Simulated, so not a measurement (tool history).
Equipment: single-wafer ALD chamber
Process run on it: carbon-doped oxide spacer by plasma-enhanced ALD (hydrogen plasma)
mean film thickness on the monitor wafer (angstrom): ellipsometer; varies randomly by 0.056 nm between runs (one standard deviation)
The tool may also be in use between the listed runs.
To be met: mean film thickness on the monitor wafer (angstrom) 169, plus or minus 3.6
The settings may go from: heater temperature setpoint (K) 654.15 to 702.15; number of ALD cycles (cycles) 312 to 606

run  hour  heater temperature setpoint (K)  number of ALD cycles (cycles)  mean film thickness on the monitor wafer (angstrom)
  1     0                           678.15                            459                                                223.2
  2   7.9                           674.15                            459                                               223.72
  3  14.5                           669.15                            459                                               226.83
  4  15.2                           671.15                            425                                               211.81
  5  16.1                           677.15                            425                                               206.07
  6  19.9                           668.15                            425                                               209.97
  7  22.8                           669.15                            399                                               197.23
  8  26.7                           681.15                            335                                               159.54
  9  32.2                           679.15                            338                                               163.06
 10  37.7                           679.15                            338                                               162.43
 11  39.2                           678.15                            340                                               164.59

Pick the move, out of 4, that brings all results within their allowed miss; only one does.
  A  40.7                           680.15                            326                                                    ?
  B  40.7                           672.15                            319                                                    ?
  C  40.7                           676.15                            350                                                    ?
  D  40.7                           687.15                            335                                                    ?

move  mean film thickness on the monitor wafer (angstrom)
   A                                               157.05
   B                                               158.02
   C                                                  171
   D                                                157.4
A: further off than the last run
B: further off than the last run
C: all results land within tolerance of their targets
D: further off than the last run
So the answer is move C, the one that meets all the targets.
